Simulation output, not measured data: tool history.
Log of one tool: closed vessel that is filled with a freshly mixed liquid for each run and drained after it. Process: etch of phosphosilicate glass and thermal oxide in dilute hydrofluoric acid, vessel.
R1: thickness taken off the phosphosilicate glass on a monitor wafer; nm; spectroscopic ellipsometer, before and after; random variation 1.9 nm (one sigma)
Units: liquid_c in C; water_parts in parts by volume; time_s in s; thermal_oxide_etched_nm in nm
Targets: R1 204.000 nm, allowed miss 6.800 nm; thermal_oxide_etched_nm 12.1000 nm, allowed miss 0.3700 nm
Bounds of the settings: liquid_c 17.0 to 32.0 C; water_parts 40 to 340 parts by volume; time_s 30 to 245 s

run 1 day=0.000 | liquid_c=24.0 water_parts=190 time_s=125 | R1=46.515 thermal_oxide_etched_nm=2.7532
run 2 day=0.200 | liquid_c=25.0 water_parts=165 time_s=130 | R1=59.006 thermal_oxide_etched_nm=3.5433
run 3 day=0.288 | liquid_c=25.0 water_parts=215 time_s=130 | R1=43.334 thermal_oxide_etched_nm=2.5549
run 4 day=0.483 | liquid_c=25.0 water_parts=240 time_s=130 | R1=37.193 thermal_oxide_etched_nm=2.1903
run 5 day=0.771 | liquid_c=25.0 water_parts=285 time_s=130 | R1=29.877 thermal_oxide_etched_nm=1.7768
run 6 day=0.921 | liquid_c=26.0 water_parts=245 time_s=135 | R1=40.122 thermal_oxide_etched_nm=2.3203
run 7 day=1.150 | liquid_c=26.0 water_parts=210 time_s=145 | R1=50.858 thermal_oxide_etched_nm=2.9925
run 8 day=1.400 | liquid_c=27.0 water_parts=180 time_s=150 | R1=66.740 thermal_oxide_etched_nm=3.9740
run 9 day=1.754 | liquid_c=28.0 water_parts=155 time_s=155 | R1=84.849 thermal_oxide_etched_nm=5.0614
run 10 day=1.904 | liquid_c=32.0 water_parts=80 time_s=155 | R1=211.770 thermal_oxide_etched_nm=12.3680

4 next moves are on the table. One of them brings every result within its allowed miss. Which?
run A day=2.054 | liquid_c=32.0 water_parts=60 time_s=115 | R1=? thermal_oxide_etched_nm=?
run B day=2.054 | liquid_c=32.0 water_parts=85 time_s=170 | R1=? thermal_oxide_etched_nm=?
run C day=2.054 | liquid_c=17.5 water_parts=70 time_s=245 | R1=? thermal_oxide_etched_nm=?
run D day=2.054 | liquid_c=29.0 water_parts=85 time_s=180 | R1=? thermal_oxide_etched_nm=?

move=A R1=212.540 thermal_oxide_etched_nm=12.7730
move=B R1=213.340 thermal_oxide_etched_nm=12.8210
move=C R1=213.050 thermal_oxide_etched_nm=12.8030
move=D R1=201.660 thermal_oxide_etched_nm=12.1190
A: further off than the last run
B: further off than the last run
C: further off than the last run
D: meets every target
Move D is the one to make.
